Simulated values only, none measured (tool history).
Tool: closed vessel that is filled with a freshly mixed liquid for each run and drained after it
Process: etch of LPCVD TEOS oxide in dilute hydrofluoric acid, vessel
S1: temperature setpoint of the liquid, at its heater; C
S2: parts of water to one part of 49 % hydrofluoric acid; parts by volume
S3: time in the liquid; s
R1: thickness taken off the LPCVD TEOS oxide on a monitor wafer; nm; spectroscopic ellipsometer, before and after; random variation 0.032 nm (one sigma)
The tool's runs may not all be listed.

Run 1, day 0.000: S1 25.0 C, S2 190 parts by volume, S3 30 s. Result: R1 6.0140 nm.
Run 2, day 0.300: S1 24.5 C, S2 190 parts by volume, S3 30 s. Result: R1 5.8074 nm.
Run 3, day 0.662: S1 24.5 C, S2 125 parts by volume, S3 30 s. Result: R1 9.5229 nm.
Run 4, day 0.921: S1 27.0 C, S2 125 parts by volume, S3 30 s. Result: R1 10.4560 nm.
Run 5, day 1.275: S1 25.5 C, S2 135 parts by volume, S3 30 s. Result: R1 9.1319 nm.
At day 1.500: thermometer replaced.
Run 6, day 1.500: S1 24.0 C, S2 140 parts by volume, S3 30 s. Result: R1 8.6599 nm.
Run 7, day 1.796: S1 23.0 C, S2 150 parts by volume, S3 30 s. Result: R1 7.8020 nm.
Run 8, day 2.183: S1 22.0 C, S2 155 parts by volume, S3 30 s. Result: R1 7.1467 nm.

The next listed run, before its measurement:
Run 9, day 2.362: S1 21.5 C, S2 160 parts by volume, S3 30 s. Result: R1 ?.

{"run 9": {"R1": 6.7841}}

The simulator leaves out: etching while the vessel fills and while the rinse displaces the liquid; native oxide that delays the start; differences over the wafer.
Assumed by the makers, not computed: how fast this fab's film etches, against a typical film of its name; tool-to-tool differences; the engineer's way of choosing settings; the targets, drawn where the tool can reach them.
